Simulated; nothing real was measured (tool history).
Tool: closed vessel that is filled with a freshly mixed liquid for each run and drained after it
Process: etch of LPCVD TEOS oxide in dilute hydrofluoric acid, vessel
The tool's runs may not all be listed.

run	day	temperature setpoint of the liquid (K)	parts of water to one part of 49 % hydrofluoric acid (parts by volume)	time in the liquid (s)	thickness taken off the LPCVD TEOS oxide on a monitor wafer (angstrom)
1	0	297.15	160	190	240.19
2	0.346	297.15	160	200	254.82
3	0.642	297.15	195	200	199.72
4	0.75	295.15	200	200	181.26
5	1.004	295.15	160	200	234.45
6	1.083	295.15	160	200	234.93
7	1.429	293.65	175	200	200.49
8	1.588	292.65	185	200	179.82

What does the tool deliver on the next run?
9	1.712	292.15	190	200	?

Run 9 yielded thickness taken off the LPCVD TEOS oxide on a monitor wafer (angstrom) 171.61.
